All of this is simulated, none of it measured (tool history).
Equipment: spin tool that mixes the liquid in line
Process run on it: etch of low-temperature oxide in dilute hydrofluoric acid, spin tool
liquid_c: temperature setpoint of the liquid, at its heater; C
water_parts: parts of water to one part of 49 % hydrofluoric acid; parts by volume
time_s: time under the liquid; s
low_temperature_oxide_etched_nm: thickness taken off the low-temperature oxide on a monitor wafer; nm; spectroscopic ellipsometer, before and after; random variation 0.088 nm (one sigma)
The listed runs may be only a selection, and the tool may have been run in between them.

| run | hour | liquid_c | water_parts | time_s | low_temperature_oxide_etched_nm |
|---|---|---|---|---|---|
| 1 | 0 | 22 | 100 | 30 | 4.6341 |
| 2 | 6.1 | 22 | 100 | 20 | 3.0721 |
| 3 | 12.1 | 24 | 80 | 20 | 4.3213 |
| 4 | 17.7 | 25.5 | 65 | 20 | 5.6554 |
| 5 | 22.2 | 22.5 | 65 | 20 | 5.0202 |
| 6 | 29 | 24.5 | 55 | 20 | 6.6364 |
| 7 | 34.3 | 26 | 50 | 20 | 7.7517 |
| 8 | 35.2 | 27 | 45 | 20 | 8.992 |
| 9 | 36.1 | 27 | 45 | 20 | 9.1568 |

What will run 10 give?
| 10 | 41.9 | 28 | 45 | 20 | ? |

{"run 10": {"low_temperature_oxide_etched_nm": 9.3892}}
